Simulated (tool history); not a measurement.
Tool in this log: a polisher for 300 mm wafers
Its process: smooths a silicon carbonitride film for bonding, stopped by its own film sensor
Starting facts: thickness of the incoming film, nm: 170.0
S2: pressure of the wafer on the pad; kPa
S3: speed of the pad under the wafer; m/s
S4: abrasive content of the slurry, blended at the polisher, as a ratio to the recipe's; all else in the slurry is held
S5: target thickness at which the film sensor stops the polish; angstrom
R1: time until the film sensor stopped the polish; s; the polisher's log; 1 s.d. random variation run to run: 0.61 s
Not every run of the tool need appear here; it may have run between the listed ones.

run 1 day=0 | flow_of_slurry_(ml/min)=305 S2=16.5 S3=0.78 S4=1 S5=1520 | R1=79.766
run 2 day=0.083 | flow_of_slurry_(ml/min)=305 S2=17.9 S3=0.78 S4=1 S5=1520 | R1=75.905
run 3 day=0.192 | flow_of_slurry_(ml/min)=305 S2=19.3 S3=0.78 S4=1 S5=1520 | R1=69.213
run 4 day=0.262 | flow_of_slurry_(ml/min)=255 S2=19.3 S3=0.78 S4=1 S5=1520 | R1=70.996
run 5 day=0.292 | flow_of_slurry_(ml/min)=260 S2=20 S3=0.78 S4=1 S5=1520 | R1=68.94
run 6 day=0.483 | flow_of_slurry_(ml/min)=315 S2=20 S3=0.78 S4=1 S5=1520 | R1=68.479
run 7 day=0.567 | flow_of_slurry_(ml/min)=315 S2=20.7 S3=0.78 S4=1 S5=1520 | R1=66.053

Run 8, settings as shown, results not yet in. Your forecast:
run 8 day=0.788 | flow_of_slurry_(ml/min)=315 S2=21.4 S3=0.78 S4=1 S5=1520 | R1=?

R1: 64.322 s

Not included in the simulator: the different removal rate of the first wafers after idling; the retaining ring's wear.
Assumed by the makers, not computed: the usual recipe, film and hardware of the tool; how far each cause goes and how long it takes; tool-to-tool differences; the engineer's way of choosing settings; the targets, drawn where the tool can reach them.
